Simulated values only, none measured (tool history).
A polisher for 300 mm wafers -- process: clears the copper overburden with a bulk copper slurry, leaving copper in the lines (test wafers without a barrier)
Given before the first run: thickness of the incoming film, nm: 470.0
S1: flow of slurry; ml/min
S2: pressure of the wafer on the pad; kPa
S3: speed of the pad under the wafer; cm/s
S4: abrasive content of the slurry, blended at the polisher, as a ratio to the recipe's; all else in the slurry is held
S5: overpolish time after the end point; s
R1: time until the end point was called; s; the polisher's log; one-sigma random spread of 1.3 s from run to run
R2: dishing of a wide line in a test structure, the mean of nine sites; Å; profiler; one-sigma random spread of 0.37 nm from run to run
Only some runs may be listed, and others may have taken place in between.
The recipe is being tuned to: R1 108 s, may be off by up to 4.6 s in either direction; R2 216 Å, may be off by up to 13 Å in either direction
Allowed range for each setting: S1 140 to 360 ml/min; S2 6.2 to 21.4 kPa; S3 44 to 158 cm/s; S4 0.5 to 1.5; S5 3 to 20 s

run 1 hour=0 | S1=230 S2=13.8 S3=100 S4=1 S5=10 | R1=89.167 R2=243.3
run 2 hour=8.3 | S1=230 S2=13.8 S3=114 S4=1 S5=10 | R1=79.201 R2=253.94
run 3 hour=11.9 | S1=230 S2=13.8 S3=114 S4=1.1 S5=10 | R1=76.704 R2=258.3
run 4 hour=16.1 | S1=285 S2=13.8 S3=114 S4=1.1 S5=10 | R1=77.26 R2=259.24
run 5 hour=22.1 | S1=285 S2=13.8 S3=114 S4=1.15 S5=10 | R1=74.439 R2=257.55
run 6 hour=24.3 | S1=285 S2=15.9 S3=114 S4=1.15 S5=10 | R1=64.15 R2=273.84
-- hour=26.1 worn pad replaced by a new one
run 7 hour=26.1 | S1=285 S2=15.2 S3=114 S4=1.15 S5=10 | R1=61.193 R2=274.84
run 8 hour=31 | S1=285 S2=14.5 S3=114 S4=1.15 S5=10 | R1=64.099 R2=276.4
run 9 hour=37.6 | S1=280 S2=13.8 S3=114 S4=1.15 S5=10 | R1=68.108 R2=272.82
run 10 hour=44.9 | S1=280 S2=13.1 S3=112 S4=1.15 S5=10 | R1=71.652 R2=268.18
run 11 hour=50.7 | S1=280 S2=12.4 S3=110 S4=1.15 S5=10 | R1=78.052 R2=257.21
run 12 hour=57.9 | S1=280 S2=11.7 S3=110 S4=1.15 S5=10 | R1=82.389 R2=247.22
run 13 hour=62.6 | S1=280 S2=11 S3=110 S4=1.15 S5=10 | R1=86.222 R2=246.47
run 14 hour=66.2 | S1=280 S2=10.3 S3=110 S4=1.15 S5=10 | R1=91.324 R2=238.2

Exactly one of the 4 candidate moves below puts every result within its allowed miss. Which one?
run A hour=69.8 | S1=290 S2=9.7 S3=90 S4=1.05 S5=11 | R1=? R2=?
run B hour=69.8 | S1=275 S2=13.1 S3=92 S4=1.15 S5=12 | R1=? R2=?
run C hour=69.8 | S1=295 S2=9 S3=106 S4=1.15 S5=10 | R1=? R2=?
run D hour=69.8 | S1=290 S2=10.3 S3=98 S4=0.9 S5=8 | R1=? R2=?

move=A R1=120.73 R2=213.41
move=B R1=86.659 R2=260.84
move=C R1=108.05 R2=214.18
move=D R1=107.92 R2=191.18
A: takes the biggest miss from the last run beyond its target
B: moves away from the targets compared with the last run
C: every result within its allowed miss
D: brings the result that was furthest off to its target, and leaves another outside
C meets every target.

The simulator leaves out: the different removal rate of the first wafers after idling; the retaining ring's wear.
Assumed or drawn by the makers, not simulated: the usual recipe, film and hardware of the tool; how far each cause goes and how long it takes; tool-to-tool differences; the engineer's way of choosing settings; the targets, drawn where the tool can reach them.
